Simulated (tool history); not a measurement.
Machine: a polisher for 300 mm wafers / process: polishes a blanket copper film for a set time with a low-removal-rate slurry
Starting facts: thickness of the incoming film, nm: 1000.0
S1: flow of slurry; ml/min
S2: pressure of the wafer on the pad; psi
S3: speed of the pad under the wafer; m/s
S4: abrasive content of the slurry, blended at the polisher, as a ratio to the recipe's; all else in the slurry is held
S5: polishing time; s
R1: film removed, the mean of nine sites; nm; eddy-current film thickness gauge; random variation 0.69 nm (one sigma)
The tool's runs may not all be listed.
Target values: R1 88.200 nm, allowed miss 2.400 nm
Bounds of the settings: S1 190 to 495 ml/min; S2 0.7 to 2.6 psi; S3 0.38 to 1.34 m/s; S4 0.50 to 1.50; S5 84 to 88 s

run    day   S1   S2    S3    S4  S5       R1
  1  0.000  320  1.6  0.86  1.00  84  106.730
  2  0.129  320  1.6  0.86  1.00  88  110.960
  3  0.208  320  1.5  0.86  1.00  88  105.180
  4  0.317  320  1.3  0.86  1.00  88   92.345
  5  0.392  320  1.3  0.64  1.00  88   69.332
  6  0.517  350  1.3  0.64  1.00  88   72.210
  7  0.758  365  1.3  0.64  1.00  88   72.736
  8  0.950  365  1.3  0.64  1.00  88   72.353
  9  1.167  370  1.7  0.64  1.00  88   91.662
 10  1.392  365  1.7  0.64  1.00  88   93.268
 11  1.688  360  1.7  0.64  1.00  88   93.410
 12  2.025  355  1.7  0.64  1.00  88   92.734
 13  2.108  350  1.7  0.64  1.00  88   92.797
 14  2.229  345  1.7  0.64  1.00  88   94.125

Exactly one of the 4 candidate moves below puts every result within its allowed miss. Which one?
  A  2.350  320  1.7  0.68  0.95  86   ?
  B  2.350  485  2.2  0.44  0.90  84   ?
  C  2.350  380  1.7  0.64  1.25  88   ?
  D  2.350  300  1.2  0.88  1.15  87   ?

move      R1
   A  91.865
   B  81.689
   C  98.989
   D  87.920
A: gains on the last run, yet a result remains outside its allowed miss
B: carries the result that was furthest off beyond its target, to the other side
C: the biggest miss grows against the last run
D: all results land within tolerance of their targets
D meets every target.
